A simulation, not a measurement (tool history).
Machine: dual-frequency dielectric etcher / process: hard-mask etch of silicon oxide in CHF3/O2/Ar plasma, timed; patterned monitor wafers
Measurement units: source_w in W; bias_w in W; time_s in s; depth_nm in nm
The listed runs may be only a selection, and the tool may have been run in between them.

run 1 day=0.000 | source_w=670 bias_w=165 time_s=36.5 | depth_nm=65.698
run 2 day=0.254 | source_w=610 bias_w=162 time_s=36.5 | depth_nm=61.784
run 3 day=0.612 | source_w=590 bias_w=161 time_s=36.5 | depth_nm=60.163
run 4 day=0.971 | source_w=580 bias_w=161 time_s=36.5 | depth_nm=59.837
-- day=1.162 wet clean of the chamber
run 5 day=1.162 | source_w=580 bias_w=174 time_s=36.5 | depth_nm=61.909
run 6 day=1.521 | source_w=580 bias_w=174 time_s=36.5 | depth_nm=61.955
run 7 day=1.892 | source_w=460 bias_w=168 time_s=36.5 | depth_nm=51.489

Run 8 comes next. What will it give?
run 8 day=2.204 | source_w=490 bias_w=168 time_s=36.5 | depth_nm=?

depth_nm: 54.577 nm

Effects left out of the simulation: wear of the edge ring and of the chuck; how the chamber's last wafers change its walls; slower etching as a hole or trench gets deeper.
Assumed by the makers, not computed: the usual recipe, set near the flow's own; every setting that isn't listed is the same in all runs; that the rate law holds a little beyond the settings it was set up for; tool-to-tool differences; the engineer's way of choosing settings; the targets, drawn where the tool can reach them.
